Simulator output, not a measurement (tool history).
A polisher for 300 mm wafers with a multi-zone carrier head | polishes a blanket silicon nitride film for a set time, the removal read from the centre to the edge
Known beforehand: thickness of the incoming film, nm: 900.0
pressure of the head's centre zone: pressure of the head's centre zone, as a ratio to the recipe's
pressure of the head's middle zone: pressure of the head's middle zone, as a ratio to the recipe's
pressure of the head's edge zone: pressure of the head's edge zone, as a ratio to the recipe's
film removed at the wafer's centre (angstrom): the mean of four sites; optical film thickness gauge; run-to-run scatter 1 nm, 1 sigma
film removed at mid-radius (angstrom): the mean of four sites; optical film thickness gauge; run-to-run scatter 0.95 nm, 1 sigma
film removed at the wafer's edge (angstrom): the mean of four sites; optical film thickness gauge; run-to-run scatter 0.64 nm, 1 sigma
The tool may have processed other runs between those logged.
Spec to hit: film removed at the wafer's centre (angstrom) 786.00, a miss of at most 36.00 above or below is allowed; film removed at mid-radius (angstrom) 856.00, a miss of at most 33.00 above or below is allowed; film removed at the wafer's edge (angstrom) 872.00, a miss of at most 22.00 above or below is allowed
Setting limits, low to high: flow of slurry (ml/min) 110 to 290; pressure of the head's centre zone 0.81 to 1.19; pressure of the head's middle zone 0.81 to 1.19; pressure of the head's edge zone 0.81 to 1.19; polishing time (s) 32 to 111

run	hour	flow of slurry (ml/min)	pressure of the head's centre zone	pressure of the head's middle zone	pressure of the head's edge zone	polishing time (s)	film removed at the wafer's centre (angstrom)	film removed at mid-radius (angstrom)	film removed at the wafer's edge (angstrom)
1	0.0	185	1.00	1.00	1.00	71	643.64	628.48	651.51
2	7.2	190	1.00	1.02	1.03	73	683.72	654.25	675.96
3	15.5	190	1.06	1.02	1.03	73	691.49	664.33	672.04
4	19.1	190	1.01	1.02	1.03	73	684.11	685.82	677.43
5	22.9	195	0.99	1.01	1.06	75	688.35	680.31	709.42
6	25.4	195	1.02	1.01	1.06	75	693.86	683.94	715.97
7	33.9	205	1.02	1.02	1.08	76	717.07	712.64	729.05
8	37.8	210	1.01	1.02	1.10	77	704.11	715.89	742.69
9	44.2	210	1.01	1.03	1.11	79	733.55	730.59	766.84
10	45.5	215	1.00	1.04	1.12	80	745.82	763.92	781.94
11	52.3	220	0.99	1.04	1.13	81	733.43	746.94	790.73
12	53.1	220	0.99	1.05	1.14	82	766.48	769.92	807.53
13	61.8	230	0.97	1.06	1.15	83	750.93	785.66	824.84
14	70.2	230	0.97	1.07	1.16	84	765.12	786.03	847.60
15	79.2	240	0.96	1.09	1.15	84	770.54	821.70	835.39
16	83.3	240	0.96	1.09	1.16	84	770.10	811.40	830.07
17	91.0	240	0.95	1.10	1.16	85	743.17	827.82	843.05
18	92.4	245	0.95	1.10	1.16	85	752.14	827.65	840.02

Which one of the following 5 next-run settings gets every result inside its allowed miss? There is exactly one.
A	93.8	260	0.99	0.98	1.17	86	?	?	?
B	93.8	255	0.86	1.04	1.19	93	?	?	?
C	93.8	200	0.95	1.09	1.14	90	?	?	?
D	93.8	255	0.84	1.04	1.19	89	?	?	?
E	93.8	290	0.94	1.15	1.10	85	?	?	?

move	film removed at the wafer's centre (angstrom)	film removed at mid-radius (angstrom)	film removed at the wafer's edge (angstrom)
A	799.12	814.79	856.78
B	748.47	910.98	932.64
C	778.89	883.69	866.64
D	699.47	871.89	892.52
E	758.72	894.87	826.40
A: meets the target for the result that was furthest off, but another lies outside its allowed miss
B: moves the result that the last run missed by most past its target, out the other side
C: in spec on every target
D: meets the target for the result that was furthest off, but another lies outside its allowed miss
E: moves away from the targets compared with the last run
So the answer is move C, the one that meets all the targets.
